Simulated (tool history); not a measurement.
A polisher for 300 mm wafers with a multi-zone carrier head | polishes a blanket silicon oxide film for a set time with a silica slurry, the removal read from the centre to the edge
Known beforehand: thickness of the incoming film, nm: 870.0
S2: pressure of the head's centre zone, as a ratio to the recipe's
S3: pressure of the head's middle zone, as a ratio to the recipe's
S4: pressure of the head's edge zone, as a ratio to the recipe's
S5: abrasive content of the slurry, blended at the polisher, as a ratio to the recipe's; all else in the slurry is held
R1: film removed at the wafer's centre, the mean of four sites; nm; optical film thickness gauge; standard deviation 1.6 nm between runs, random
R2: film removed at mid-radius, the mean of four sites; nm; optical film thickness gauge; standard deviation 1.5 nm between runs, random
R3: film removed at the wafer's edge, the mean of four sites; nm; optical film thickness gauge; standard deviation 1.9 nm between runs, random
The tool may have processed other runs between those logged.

{"run": 1, "day": 0.0, "flow of slurry (ml/min)": 230, "S2": 1, "S3": 1, "S4": 1, "S5": 1, "polishing time (s)": 59, "R1": 170.81, "R2": 165.46, "R3": 172.49}
{"run": 2, "day": 0.283, "flow of slurry (ml/min)": 225, "S2": 1, "S3": 0.95, "S4": 0.98, "S5": 0.9, "polishing time (s)": 59, "R1": 160.2, "R2": 150.6, "R3": 165.77}
{"run": 3, "day": 0.533, "flow of slurry (ml/min)": 225, "S2": 1, "S3": 0.95, "S4": 0.98, "S5": 0.8, "polishing time (s)": 59, "R1": 154.79, "R2": 144.62, "R3": 155.58}
{"run": 4, "day": 0.629, "flow of slurry (ml/min)": 220, "S2": 1.01, "S3": 0.92, "S4": 0.97, "S5": 0.75, "polishing time (s)": 59, "R1": 146.48, "R2": 134.93, "R3": 146.53}
{"run": 5, "day": 0.754, "flow of slurry (ml/min)": 220, "S2": 1.01, "S3": 0.92, "S4": 0.92, "S5": 0.75, "polishing time (s)": 59, "R1": 146.65, "R2": 135.19, "R3": 143.56}
{"run": 6, "day": 1.058, "flow of slurry (ml/min)": 220, "S2": 1.05, "S3": 0.92, "S4": 0.92, "S5": 0.75, "polishing time (s)": 59, "R1": 152.72, "R2": 135.78, "R3": 145.75}
{"run": 7, "day": 1.125, "flow of slurry (ml/min)": 210, "S2": 1.05, "S3": 0.9, "S4": 0.92, "S5": 0.75, "polishing time (s)": 59, "R1": 150.24, "R2": 131.71, "R3": 144.49}

Predict the results of run 8:
{"run": 8, "day": 1.479, "flow of slurry (ml/min)": 205, "S2": 1.05, "S3": 0.89, "S4": 0.92, "S5": 0.75, "polishing time (s)": 59, "R1": "?", "R2": "?", "R3": "?"}

Run 8 measured R1 151.46 nm, R2 128.95 nm, R3 145.62 nm.

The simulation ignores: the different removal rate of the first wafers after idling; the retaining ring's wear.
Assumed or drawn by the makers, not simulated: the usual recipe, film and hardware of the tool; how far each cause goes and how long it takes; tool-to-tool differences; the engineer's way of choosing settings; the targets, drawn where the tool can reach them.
